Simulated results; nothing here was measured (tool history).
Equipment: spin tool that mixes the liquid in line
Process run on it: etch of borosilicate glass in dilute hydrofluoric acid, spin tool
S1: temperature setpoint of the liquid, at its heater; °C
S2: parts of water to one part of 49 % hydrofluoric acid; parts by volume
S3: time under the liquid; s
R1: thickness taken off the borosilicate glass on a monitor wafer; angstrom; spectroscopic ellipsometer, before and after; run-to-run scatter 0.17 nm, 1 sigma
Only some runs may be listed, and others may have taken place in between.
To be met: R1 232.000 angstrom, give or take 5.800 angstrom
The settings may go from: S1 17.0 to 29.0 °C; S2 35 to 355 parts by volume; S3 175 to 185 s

run  hour    S1   S2   S3       R1
  1   0.0  21.0  195  175  133.190
  2   3.7  21.0  265  175   90.011
  3  10.0  23.0  230  175  117.150
  4  12.6  23.0  230  185  123.440
  5  19.3  24.5  205  185  148.830
  6  23.4  24.5  255  185  114.180
  7  27.0  25.5  225  185  140.840
  8  33.7  26.5  205  185  160.970
     36.1  -- thermometer replaced
  9  36.1  29.0  145  185  295.170
 10  43.2  27.5  145  185  279.050

Which of these 4 next moves meets every target?
  A  50.3  27.0  165  175   ?
  B  50.3  27.5  170  185   ?
  C  50.3  27.0  145  175   ?
  D  50.3  27.5  170  175   ?

move       R1
   A  220.760
   B  229.300
   C  257.400
   D  216.910
A: takes the biggest miss from the last run beyond its target
B: every result lands within tolerance
C: closer than the last run, but not yet in spec
D: takes the biggest miss from the last run beyond its target
Move B is the one to make.
